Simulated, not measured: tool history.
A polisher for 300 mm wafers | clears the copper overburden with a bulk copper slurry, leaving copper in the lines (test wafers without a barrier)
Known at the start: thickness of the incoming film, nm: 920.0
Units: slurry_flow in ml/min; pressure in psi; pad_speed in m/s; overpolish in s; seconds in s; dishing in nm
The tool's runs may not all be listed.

run	day	slurry_flow	pressure	pad_speed	slurry_solids	overpolish	seconds	dishing
1	0	315	3.4	1.06	1	10	65.009	20.42
2	0.154	315	3.1	1.08	1	8	70.899	20.58
3	0.317	355	3.1	1.08	1	8	69.643	20.158
4	0.442	355	3.1	0.98	1	8	75.89	20.464
5	0.808	355	3.1	0.98	0.9	8	76.023	20.439
6	1.171	285	3.1	0.98	0.9	8	79.868	20.005

The next listed run, before its measurement:
7	1.221	285	3.1	0.98	0.9	8	?	?

seconds: 78.524 s
dishing: 20.161 nm
